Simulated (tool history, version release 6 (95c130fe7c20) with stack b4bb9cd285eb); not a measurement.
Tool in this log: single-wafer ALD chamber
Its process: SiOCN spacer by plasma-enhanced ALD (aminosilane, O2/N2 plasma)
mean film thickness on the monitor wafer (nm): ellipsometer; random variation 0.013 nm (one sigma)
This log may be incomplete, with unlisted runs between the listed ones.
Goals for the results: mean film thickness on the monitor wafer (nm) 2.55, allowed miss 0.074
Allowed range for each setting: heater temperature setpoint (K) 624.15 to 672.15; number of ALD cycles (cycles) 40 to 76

run  hour  heater temperature setpoint (K)  number of ALD cycles (cycles)  mean film thickness on the monitor wafer (nm)
  1     0                           648.15                             58                                         3.4317
  2   1.5                           648.15                             54                                         3.2353
  3     8                           640.15                             54                                         3.1956
  4  13.5                           634.15                             54                                           3.21
  5    19                           634.15                             51                                         3.0625
  6  23.3                           634.15                             59                                         3.5281
  7  29.7                           634.15                             54                                          3.162
  8  37.8                           634.15                             51                                         3.0318

Pick the move, out of 4, that brings all results within their allowed miss; only one does.
  A  45.9                           629.15                             43                                              ?
  B  45.9                           636.15                             63                                              ?
  C  45.9                           639.15                             46                                              ?
  D  45.9                           635.15                             46                                              ?

move  mean film thickness on the monitor wafer (nm)
   A                                         2.5307
   B                                         3.7078
   C                                         2.7073
   D                                         2.7073
A: every result within its allowed miss
B: lands further from the targets than the last run did
C: nearer than the last run, and not there yet
D: nearer than the last run, and not there yet
The move that meets every target is A.

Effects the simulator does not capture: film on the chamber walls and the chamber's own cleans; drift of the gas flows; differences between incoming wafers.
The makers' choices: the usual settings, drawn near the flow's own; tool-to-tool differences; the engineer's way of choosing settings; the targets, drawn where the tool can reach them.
